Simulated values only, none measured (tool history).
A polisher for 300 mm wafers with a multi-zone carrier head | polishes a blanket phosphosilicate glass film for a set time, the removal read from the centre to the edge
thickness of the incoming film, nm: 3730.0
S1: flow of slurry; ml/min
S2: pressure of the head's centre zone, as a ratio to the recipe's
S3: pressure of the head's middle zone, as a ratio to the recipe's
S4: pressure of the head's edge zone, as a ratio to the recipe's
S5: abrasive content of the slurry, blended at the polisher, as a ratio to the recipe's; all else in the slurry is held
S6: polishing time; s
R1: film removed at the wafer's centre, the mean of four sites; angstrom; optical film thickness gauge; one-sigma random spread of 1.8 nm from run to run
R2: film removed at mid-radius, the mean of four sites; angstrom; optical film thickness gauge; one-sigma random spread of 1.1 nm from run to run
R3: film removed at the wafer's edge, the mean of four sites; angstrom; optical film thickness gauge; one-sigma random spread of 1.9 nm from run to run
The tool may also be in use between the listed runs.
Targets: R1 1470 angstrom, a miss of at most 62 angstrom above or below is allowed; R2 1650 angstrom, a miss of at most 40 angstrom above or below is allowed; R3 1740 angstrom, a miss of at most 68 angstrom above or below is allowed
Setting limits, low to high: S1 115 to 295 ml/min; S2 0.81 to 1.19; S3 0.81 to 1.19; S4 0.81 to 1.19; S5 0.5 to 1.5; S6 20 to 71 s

Run 1, day 0: S1 190 ml/min, S2 1, S3 1, S4 1, S5 1, S6 45 s. Result: R1 3380 angstrom, R2 3424 angstrom, R3 3523.4 angstrom.
Run 2, day 0.175: S1 185 ml/min, S2 0.97, S3 0.98, S4 0.98, S5 0.9, S6 42 s. Result: R1 3064 angstrom, R2 3013.4 angstrom, R3 3206.3 angstrom.
Run 3, day 0.258: S1 230 ml/min, S2 0.97, S3 0.98, S4 0.98, S5 0.9, S6 42 s. Result: R1 3084.8 angstrom, R2 3073.8 angstrom, R3 3144.3 angstrom.
Run 4, day 0.35: S1 270 ml/min, S2 0.97, S3 0.98, S4 0.98, S5 0.9, S6 42 s. Result: R1 3173.5 angstrom, R2 3154.1 angstrom, R3 3254.9 angstrom.
Run 5, day 0.417: S1 260 ml/min, S2 0.94, S3 0.98, S4 0.98, S5 0.85, S6 39 s. Result: R1 2766.3 angstrom, R2 2839.9 angstrom, R3 2959.7 angstrom.
Run 6, day 0.742: S1 260 ml/min, S2 0.94, S3 1.01, S4 0.98, S5 0.85, S6 39 s. Result: R1 2774 angstrom, R2 2940.1 angstrom, R3 2961.1 angstrom.
Run 7, day 0.896: S1 255 ml/min, S2 0.92, S3 1, S4 0.97, S5 0.8, S6 36 s. Result: R1 2474.5 angstrom, R2 2623.5 angstrom, R3 2644.8 angstrom.
At day 1.233: edge zone pressure recalibrated.
Run 8, day 1.233: S1 245 ml/min, S2 0.9, S3 0.99, S4 0.97, S5 0.75, S6 34 s. Result: R1 2227.5 angstrom, R2 2412.6 angstrom, R3 2410.5 angstrom.
Run 9, day 1.588: S1 235 ml/min, S2 0.88, S3 0.98, S4 0.98, S5 0.7, S6 33 s. Result: R1 2017.9 angstrom, R2 2280.5 angstrom, R3 2264.5 angstrom.
Run 10, day 1.946: S1 185 ml/min, S2 0.82, S3 0.88, S4 0.88, S5 0.5, S6 31 s. Result: R1 1606.4 angstrom, R2 1737.4 angstrom, R3 1828 angstrom.
Run 11, day 1.975: S1 185 ml/min, S2 0.82, S3 0.88, S4 0.88, S5 0.5, S6 31 s. Result: R1 1552 angstrom, R2 1747.1 angstrom, R3 1843.6 angstrom.
Run 12, day 2.342: S1 180 ml/min, S2 0.82, S3 0.88, S4 0.87, S5 0.5, S6 31 s. Result: R1 1606.5 angstrom, R2 1709.7 angstrom, R3 1835.7 angstrom.
Run 13, day 2.388: S1 180 ml/min, S2 0.82, S3 0.88, S4 0.88, S5 0.5, S6 31 s. Result: R1 1565.9 angstrom, R2 1722 angstrom, R3 1832.2 angstrom.

Exercise: of the 4 proposed moves below, exactly one satisfies all targets within the stated allowed misses. Which move is it?
Run A, day 2.433: S1 160 ml/min, S2 0.82, S3 0.91, S4 0.93, S5 0.5, S6 29 s. Result: R1 ?, R2 ?, R3 ?.
Run B, day 2.433: S1 185 ml/min, S2 0.81, S3 0.95, S4 0.9, S5 0.5, S6 29 s. Result: R1 ?, R2 ?, R3 ?.
Run C, day 2.433: S1 195 ml/min, S2 0.84, S3 0.86, S4 0.92, S5 0.5, S6 32 s. Result: R1 ?, R2 ?, R3 ?.
Run D, day 2.433: S1 180 ml/min, S2 0.81, S3 0.94, S4 0.9, S5 0.5, S6 30 s. Result: R1 ?, R2 ?, R3 ?.

move      R1      R2      R3
   A  1481.6  1631.9  1764.5
   B  1493.2  1722.1  1759.9
   C    1720    1760    1973
   D    1539    1760  1816.4
A: every result within its allowed miss
B: roughly where the last run was
C: its largest miss is bigger than the last run's
D: its largest miss is bigger than the last run's
Correct choice: A, which meets every target
